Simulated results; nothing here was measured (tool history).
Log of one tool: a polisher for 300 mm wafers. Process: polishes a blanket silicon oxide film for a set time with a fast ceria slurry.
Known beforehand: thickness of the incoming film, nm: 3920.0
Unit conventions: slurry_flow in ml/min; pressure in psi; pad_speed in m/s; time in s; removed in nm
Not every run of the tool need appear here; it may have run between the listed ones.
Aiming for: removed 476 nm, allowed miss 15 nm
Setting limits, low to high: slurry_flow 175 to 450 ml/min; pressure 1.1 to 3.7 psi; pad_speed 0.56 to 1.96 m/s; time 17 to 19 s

Run 1, hour 0: slurry_flow 290 ml/min, pressure 2.4 psi, pad_speed 1.26 m/s, time 19 s. Result: removed 381.7 nm.
Run 2, hour 1.6: slurry_flow 290 ml/min, pressure 2.6 psi, pad_speed 1.26 m/s, time 19 s. Result: removed 406.5 nm.
Run 3, hour 7.2: slurry_flow 290 ml/min, pressure 2.6 psi, pad_speed 1.26 m/s, time 17 s. Result: removed 364.13 nm.
Run 4, hour 11.8: slurry_flow 265 ml/min, pressure 2.6 psi, pad_speed 1.26 m/s, time 17 s. Result: removed 360.1 nm.
Run 5, hour 17: slurry_flow 295 ml/min, pressure 2.7 psi, pad_speed 1.26 m/s, time 17 s. Result: removed 376.32 nm.
Run 6, hour 21.5: slurry_flow 295 ml/min, pressure 3.1 psi, pad_speed 1.26 m/s, time 17 s. Result: removed 432.14 nm.
Run 7, hour 24.9: slurry_flow 300 ml/min, pressure 3.4 psi, pad_speed 1.26 m/s, time 17 s. Result: removed 463.69 nm.
Run 8, hour 26.8: slurry_flow 305 ml/min, pressure 3.4 psi, pad_speed 1.26 m/s, time 17 s. Result: removed 458.82 nm.

Which one of the following 4 next-run settings gets every result inside its allowed miss? There is exactly one.
Run A, hour 28.7: slurry_flow 310 ml/min, pressure 3.2 psi, pad_speed 1.18 m/s, time 18 s. Result: removed ?.
Run B, hour 28.7: slurry_flow 325 ml/min, pressure 3.4 psi, pad_speed 1.1 m/s, time 18 s. Result: removed ?.
Run C, hour 28.7: slurry_flow 415 ml/min, pressure 3.2 psi, pad_speed 1.18 m/s, time 17 s. Result: removed ?.
Run D, hour 28.7: slurry_flow 325 ml/min, pressure 3.5 psi, pad_speed 1.18 m/s, time 18 s. Result: removed ?.

move  removed
   A   438.36
   B   441.11
   C   423.77
   D   475.84
A: its largest miss is bigger than the last run's
B: its largest miss is bigger than the last run's
C: its largest miss is bigger than the last run's
D: each result inside its tolerance
Answer: D
